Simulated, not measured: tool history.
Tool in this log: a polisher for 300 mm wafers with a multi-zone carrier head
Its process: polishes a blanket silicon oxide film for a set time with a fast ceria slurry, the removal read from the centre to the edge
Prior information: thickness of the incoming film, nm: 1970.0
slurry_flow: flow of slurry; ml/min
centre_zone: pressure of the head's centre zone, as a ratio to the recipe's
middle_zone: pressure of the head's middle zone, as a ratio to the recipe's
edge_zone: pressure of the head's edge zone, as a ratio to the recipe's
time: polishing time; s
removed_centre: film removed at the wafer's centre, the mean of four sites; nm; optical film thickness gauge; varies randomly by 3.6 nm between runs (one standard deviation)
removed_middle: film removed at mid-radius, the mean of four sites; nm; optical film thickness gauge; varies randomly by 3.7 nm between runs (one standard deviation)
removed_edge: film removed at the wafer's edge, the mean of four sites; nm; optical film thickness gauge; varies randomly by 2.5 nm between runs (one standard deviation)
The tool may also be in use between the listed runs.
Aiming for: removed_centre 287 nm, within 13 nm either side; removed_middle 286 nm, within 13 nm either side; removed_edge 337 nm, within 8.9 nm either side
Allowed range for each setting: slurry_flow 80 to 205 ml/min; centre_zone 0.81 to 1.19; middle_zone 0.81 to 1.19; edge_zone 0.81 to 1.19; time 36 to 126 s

run,hour,slurry_flow,centre_zone,middle_zone,edge_zone,time,removed_centre,removed_middle,removed_edge
1,0,135,1,1,1,81,601.04,589.8,605.72
2,5.8,125,0.97,0.97,0.99,72,515.07,493.73,522.97
3,13.1,125,0.97,1.01,0.99,72,489.77,521.13,520.05
4,17.2,100,0.97,1.01,0.99,72,472.09,492.25,502.9
5,22.3,100,0.97,1.01,0.92,72,476.43,491.95,486.54
6,26.2,95,0.94,0.98,0.93,66,410.6,426.09,436.54
7,32,90,0.92,0.95,0.93,64,386.2,393.83,423.66
8,33.5,90,0.9,0.93,0.92,62,370.1,375.41,403.68
9,37.5,90,0.88,0.91,0.92,60,358.75,356.93,392.63
10,40.2,90,0.87,0.9,0.93,58,340.6,347.68,381.93
11,41.2,90,0.86,0.88,0.93,57,333.98,329.78,376.32
12,47.1,90,0.85,0.87,0.93,56,329.45,325.67,367.78
13,52.5,80,0.81,0.83,0.98,48,253.91,258.72,313.56
14,57.6,85,0.81,0.83,0.98,48,267.54,262.87,321.99
15,60.5,90,0.81,0.84,0.98,48,267.83,267.27,321.32
16,67.1,120,0.83,0.86,1.02,49,305.74,304.53,356.84
17,72.4,115,0.83,0.86,1.01,49,310.6,309.54,357.86
18,79.3,110,0.83,0.86,1.01,49,295.46,293.89,350.98
19,82.2,110,0.83,0.86,1,49,299.92,306.52,345.61
20,87.5,110,0.83,0.86,1,49,301.71,295.25,350.86

5 next moves are on the table. One of them brings every result within its allowed miss. Which?
A,92.8,95,0.89,0.81,1.08,50,?,?,?
B,92.8,105,0.81,0.88,1.02,50,?,?,?
C,92.8,105,0.84,0.87,1.03,47,?,?,?
D,92.8,105,0.81,0.82,1.02,53,?,?,?
E,92.8,145,0.9,0.81,0.92,49,?,?,?

move,removed_centre,removed_middle,removed_edge
A,301.09,279.12,363.27
B,294.62,307.87,360.21
C,283.12,286.69,340.26
D,312.16,308.26,382.13
E,337.23,305.47,355.52
A: the biggest miss grows against the last run
B: the biggest miss grows against the last run
C: every result within its allowed miss
D: the biggest miss grows against the last run
E: the biggest miss grows against the last run
Correct choice: C, which meets every target

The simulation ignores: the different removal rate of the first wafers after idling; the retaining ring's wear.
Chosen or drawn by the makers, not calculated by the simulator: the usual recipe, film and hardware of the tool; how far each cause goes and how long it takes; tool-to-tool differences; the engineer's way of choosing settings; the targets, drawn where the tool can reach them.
